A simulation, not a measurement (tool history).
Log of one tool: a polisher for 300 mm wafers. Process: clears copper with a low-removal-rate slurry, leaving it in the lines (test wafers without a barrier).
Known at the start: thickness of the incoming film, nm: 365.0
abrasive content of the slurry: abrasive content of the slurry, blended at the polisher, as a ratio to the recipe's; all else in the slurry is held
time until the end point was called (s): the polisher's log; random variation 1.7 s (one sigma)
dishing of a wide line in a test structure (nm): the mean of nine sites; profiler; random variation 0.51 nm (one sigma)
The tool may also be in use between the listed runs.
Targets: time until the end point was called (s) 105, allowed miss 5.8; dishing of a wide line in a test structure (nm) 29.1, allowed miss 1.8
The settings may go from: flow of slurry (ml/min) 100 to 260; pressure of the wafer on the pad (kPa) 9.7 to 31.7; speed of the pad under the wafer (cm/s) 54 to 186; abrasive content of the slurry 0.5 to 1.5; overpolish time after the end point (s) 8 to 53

run	hour	flow of slurry (ml/min)	pressure of the wafer on the pad (kPa)	speed of the pad under the wafer (cm/s)	abrasive content of the slurry	overpolish time after the end point (s)	time until the end point was called (s)	dishing of a wide line in a test structure (nm)
1	0	165	20.7	118	1	27	129.2	49.501
2	3.1	190	20.7	118	1	27	123.2	53.812
3	7.3	190	20.7	118	1	19	118.35	38.062
4	12	190	17.2	118	1	19	144.55	32.69
5	14.5	190	17.2	118	1	26	148.61	44.578
6	21	200	18.6	118	1	22	136.44	39.993
7	21.8	200	20	118	1	19	124.22	37.375
8	25.6	200	20.7	118	1	17	117.56	35.108
9	29.7	200	21.4	118	1	15	120.53	33.622
10	36.9	200	22.1	118	1	13	113.96	28.659

Which of these 5 next moves meets every target?
A	44.1	210	22.1	112	0.95	14	?	?
B	44.1	160	20	128	1	12	?	?
C	44.1	185	24.1	116	1.1	12	?	?
D	44.1	190	22.8	136	1	13	?	?
E	44.1	205	20.7	114	1.1	14	?	?

move	time until the end point was called (s)	dishing of a wide line in a test structure (nm)
A	119.77	30.58
B	119.16	26.624
C	104.1	30.31
D	96.363	34.793
E	121.19	30.175
A: further off than the last run
B: further off than the last run
C: meets every target
D: takes the result that was furthest off past its target
E: further off than the last run
Move C is the one to make.
